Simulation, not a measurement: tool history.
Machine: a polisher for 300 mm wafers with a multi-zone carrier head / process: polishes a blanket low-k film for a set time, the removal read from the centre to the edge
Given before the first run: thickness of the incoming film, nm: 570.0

run	hour	flow of slurry (ml/min)	pressure of the head's centre zone	pressure of the head's middle zone	pressure of the head's edge zone	abrasive content of the slurry	polishing time (s)	film removed at the wafer's centre (nm)	film removed at mid-radius (nm)	film removed at the wafer's edge (nm)
1	0	175	1	1	1	1	78	25.324	25.837	26.473
2	2.2	175	1	1	1	1	87	28.899	28.471	29.422
3	6.1	180	1.02	0.98	1.03	1.05	87	30.48	29.245	29.952
4	8.9	165	1.02	0.94	1.06	1.1	90	31.473	28.525	32.25
5	16.8	165	1.02	0.94	1.09	1.1	90	31.744	29.403	32.285
6	24.4	165	1.02	0.94	1.09	1.1	76	27.007	25.008	27.753
7	27.8	165	1.02	0.94	1.09	1.1	76	27.304	24.901	27.256
8	32.7	160	1.02	0.92	1.09	1.2	79	28.158	26.295	28.999
9	34.8	155	1.03	0.9	1.11	1.25	82	30.445	26.428	31.372
10	36.9	160	1.04	0.89	1.12	1.3	83	31.52	27.667	32.192
11	38.6	160	1.05	0.88	1.13	1.35	84	31.845	27.978	33.224
12	45.4	160	1.07	0.87	1.14	1.4	85	33.761	28.095	34.535
13	51.8	165	1.08	0.87	1.15	1.4	85	34.788	28.065	34.193
14	60.2	165	1.08	0.87	1.16	1.4	86	35.338	29.082	35.534

Run 15 is up next; what results do you expect?
15	66.7	170	1.08	0.87	1.17	1.4	86	?	?	?

film removed at the wafer's centre (nm): 34.718
film removed at mid-radius (nm): 28.963
film removed at the wafer's edge (nm): 35.042
